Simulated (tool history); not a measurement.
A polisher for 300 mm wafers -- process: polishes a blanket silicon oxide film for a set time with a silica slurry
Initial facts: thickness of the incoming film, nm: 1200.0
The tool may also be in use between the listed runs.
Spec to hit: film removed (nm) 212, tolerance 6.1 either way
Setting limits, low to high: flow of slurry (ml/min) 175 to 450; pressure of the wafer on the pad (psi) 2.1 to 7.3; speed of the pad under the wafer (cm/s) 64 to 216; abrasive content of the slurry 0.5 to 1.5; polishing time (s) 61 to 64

| run | hour | flow of slurry (ml/min) | pressure of the wafer on the pad (psi) | speed of the pad under the wafer (cm/s) | abrasive content of the slurry | polishing time (s) | film removed (nm) |
|---|---|---|---|---|---|---|---|
| 1 | 0 | 290 | 4.7 | 140 | 1 | 61 | 287.34 |
| 2 | 4.4 | 290 | 4.5 | 140 | 1 | 61 | 282.81 |
| 3 | 12.4 | 290 | 4.5 | 140 | 1.15 | 61 | 294.09 |
| 4 | 14.8 | 290 | 5.4 | 140 | 1.15 | 61 | 333.64 |
| 5 | 18 | 290 | 5.4 | 140 | 1.15 | 64 | 357.65 |
| 6 | 24 | 290 | 5 | 140 | 1.15 | 64 | 331.43 |
| 7 | 27.8 | 290 | 4.7 | 140 | 1.15 | 64 | 318.61 |
| 8 | 35.6 | 290 | 4.4 | 140 | 1.15 | 64 | 304.36 |
| 9 | 39.7 | 290 | 4.2 | 140 | 1.15 | 64 | 292.69 |
| 10 | 48.6 | 290 | 4.2 | 140 | 1.15 | 64 | 299.97 |
| 11 | 57.3 | 285 | 2.9 | 138 | 1.15 | 64 | 234.52 |
| 12 | 62.8 | 285 | 2.8 | 138 | 1.15 | 64 | 229.83 |

Consider the 4 candidate settings below. Which is the only one whose results all fall within their allowed miss of target?
| A | 68.3 | 260 | 2.3 | 174 | 1.05 | 61 | ? |
| B | 68.3 | 285 | 3 | 144 | 1.15 | 64 | ? |
| C | 68.3 | 280 | 2.6 | 198 | 0.85 | 64 | ? |
| D | 68.3 | 335 | 2.2 | 148 | 1.15 | 61 | ? |

| move | film removed (nm) |
|---|---|
| A | 212.5 |
| B | 241.62 |
| C | 238.92 |
| D | 200.19 |
A: every result lands within tolerance
B: lands further from the targets than the last run did
C: lands further from the targets than the last run did
D: takes the result that was furthest off past its target
A meets every target.
